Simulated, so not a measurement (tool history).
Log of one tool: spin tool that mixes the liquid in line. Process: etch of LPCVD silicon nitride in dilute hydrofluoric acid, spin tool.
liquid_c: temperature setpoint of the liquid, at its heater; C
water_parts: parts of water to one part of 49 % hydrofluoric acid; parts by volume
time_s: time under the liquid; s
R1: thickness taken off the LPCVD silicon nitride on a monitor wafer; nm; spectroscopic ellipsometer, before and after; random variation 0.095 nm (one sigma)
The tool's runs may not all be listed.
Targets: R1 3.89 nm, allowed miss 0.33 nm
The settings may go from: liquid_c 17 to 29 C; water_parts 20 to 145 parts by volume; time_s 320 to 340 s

{"run": 1, "hour": 0.0, "liquid_c": 21, "water_parts": 80, "time_s": 320, "R1": 1.4115}
{"run": 2, "hour": 8.7, "liquid_c": 22.5, "water_parts": 70, "time_s": 325, "R1": 1.78}
{"run": 3, "hour": 13.2, "liquid_c": 22.5, "water_parts": 60, "time_s": 325, "R1": 2.1532}
{"run": 4, "hour": 18.7, "liquid_c": 22.5, "water_parts": 60, "time_s": 340, "R1": 2.3028}
{"run": 5, "hour": 24.3, "liquid_c": 25, "water_parts": 60, "time_s": 340, "R1": 2.5679}
{"run": 6, "hour": 33.1, "liquid_c": 25, "water_parts": 75, "time_s": 340, "R1": 2.1109}
{"run": 7, "hour": 37.8, "liquid_c": 25.5, "water_parts": 70, "time_s": 340, "R1": 2.2742}
{"run": 8, "hour": 43.8, "liquid_c": 29, "water_parts": 40, "time_s": 340, "R1": 5.058}
{"run": 9, "hour": 46.2, "liquid_c": 28.5, "water_parts": 40, "time_s": 340, "R1": 4.9595}
{"run": 10, "hour": 53.9, "liquid_c": 28, "water_parts": 40, "time_s": 340, "R1": 4.9864}
{"run": 11, "hour": 60.5, "liquid_c": 27.5, "water_parts": 40, "time_s": 340, "R1": 4.7016}
{"run": 12, "hour": 64.0, "liquid_c": 27, "water_parts": 40, "time_s": 340, "R1": 4.5801}
{"run": 13, "hour": 66.8, "liquid_c": 25, "water_parts": 45, "time_s": 340, "R1": 3.4408}

4 next moves are on the table. One of them brings every result within its allowed miss. Which?
{"run": "A", "hour": 69.6, "liquid_c": 25, "water_parts": 50, "time_s": 320, "R1": "?"}
{"run": "B", "hour": 69.6, "liquid_c": 24.5, "water_parts": 50, "time_s": 340, "R1": "?"}
{"run": "C", "hour": 69.6, "liquid_c": 23, "water_parts": 45, "time_s": 325, "R1": "?"}
{"run": "D", "hour": 69.6, "liquid_c": 25, "water_parts": 40, "time_s": 340, "R1": "?"}

move=A R1=3.0443
move=B R1=3.1279
move=C R1=2.9944
move=D R1=4.0234
A: further off than the last run
B: further off than the last run
C: further off than the last run
D: meets every target
Answer: D
